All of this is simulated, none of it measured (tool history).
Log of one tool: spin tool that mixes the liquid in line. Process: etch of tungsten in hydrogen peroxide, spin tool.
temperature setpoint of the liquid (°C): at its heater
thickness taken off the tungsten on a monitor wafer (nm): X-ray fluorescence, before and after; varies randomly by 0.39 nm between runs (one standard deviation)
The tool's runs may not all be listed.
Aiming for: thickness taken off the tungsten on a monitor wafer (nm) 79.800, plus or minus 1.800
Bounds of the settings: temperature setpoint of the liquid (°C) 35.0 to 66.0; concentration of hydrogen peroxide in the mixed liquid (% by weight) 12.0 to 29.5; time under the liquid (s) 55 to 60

run  hour  temperature setpoint of the liquid (°C)  concentration of hydrogen peroxide in the mixed liquid (% by weight)  time under the liquid (s)  thickness taken off the tungsten on a monitor wafer (nm)
  1   0.0                                     51.0                                                                  20.0                         55                                                   170.370
  2   5.0                                     51.0                                                                  18.5                         55                                                   162.720
  3   7.0                                     48.5                                                                  18.5                         55                                                   140.730
  4   8.6                                     48.5                                                                  18.5                         60                                                   152.720
  5  15.1                                     43.0                                                                  18.5                         60                                                   107.370
  6  16.3                                     49.5                                                                  18.5                         60                                                   163.500
  7  21.6                                     49.5                                                                  18.5                         60                                                   161.790
  8  27.3                                     41.5                                                                  18.5                         60                                                    97.675
  9  30.7                                     41.0                                                                  18.5                         60                                                    94.151

Next run, 5 choices. One meets every target within its allowed miss, the rest don't. Which?
  A  34.1                                     37.5                                                                  17.0                         60                                                         ?
  B  34.1                                     37.5                                                                  20.5                         60                                                         ?
  C  34.1                                     39.5                                                                  19.5                         60                                                         ?
  D  34.1                                     42.5                                                                  21.5                         55                                                         ?
  E  34.1                                     43.0                                                                  21.5                         60                                                         ?

move  thickness taken off the tungsten on a monitor wafer (nm)
   A                                                    72.471
   B                                                    79.582
   C                                                    88.519
   D                                                   103.450
   E                                                   116.520
A: moves the result that the last run missed by most past its target, out the other side
B: every result lands within tolerance
C: nearer than the last run, and not there yet
D: further off than the last run
E: further off than the last run
B is the move that brings every result within its allowed miss.

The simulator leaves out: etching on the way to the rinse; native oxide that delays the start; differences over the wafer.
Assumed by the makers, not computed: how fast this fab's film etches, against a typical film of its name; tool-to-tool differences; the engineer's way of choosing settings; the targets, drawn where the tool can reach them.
